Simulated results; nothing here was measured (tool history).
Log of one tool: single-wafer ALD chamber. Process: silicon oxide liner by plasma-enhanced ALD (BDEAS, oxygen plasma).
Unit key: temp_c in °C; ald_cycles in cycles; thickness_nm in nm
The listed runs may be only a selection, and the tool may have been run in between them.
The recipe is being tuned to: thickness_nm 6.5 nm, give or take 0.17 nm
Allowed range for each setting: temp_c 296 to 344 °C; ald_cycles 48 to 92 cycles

run 1 hour=0 | temp_c=320 ald_cycles=70 | thickness_nm=7.2057
run 2 hour=5.2 | temp_c=320 ald_cycles=75 | thickness_nm=7.7223
run 3 hour=9.5 | temp_c=326 ald_cycles=75 | thickness_nm=7.6235
run 4 hour=12.9 | temp_c=320 ald_cycles=75 | thickness_nm=7.7507
run 5 hour=14.6 | temp_c=311 ald_cycles=75 | thickness_nm=7.8266
run 6 hour=19.2 | temp_c=306 ald_cycles=75 | thickness_nm=7.8691
run 7 hour=20.2 | temp_c=306 ald_cycles=71 | thickness_nm=7.4027
run 8 hour=28.4 | temp_c=306 ald_cycles=69 | thickness_nm=7.1823
run 9 hour=33.3 | temp_c=306 ald_cycles=67 | thickness_nm=7.0262
run 10 hour=41 | temp_c=306 ald_cycles=65 | thickness_nm=6.7912
run 11 hour=41.6 | temp_c=306 ald_cycles=64 | thickness_nm=6.7284

Consider the 4 candidate settings below. Which is the only one whose results all fall within their allowed miss of target?
run A hour=42.2 | temp_c=301 ald_cycles=58 | thickness_nm=?
run B hour=42.2 | temp_c=303 ald_cycles=62 | thickness_nm=?
run C hour=42.2 | temp_c=306 ald_cycles=59 | thickness_nm=?
run D hour=42.2 | temp_c=302 ald_cycles=66 | thickness_nm=?

move=A thickness_nm=6.0791
move=B thickness_nm=6.4823
move=C thickness_nm=6.1457
move=D thickness_nm=6.9091
A: carries the result that was furthest off beyond its target, to the other side
B: all results in spec
C: carries the result that was furthest off beyond its target, to the other side
D: moves away from the targets compared with the last run
Move B is the one to make.
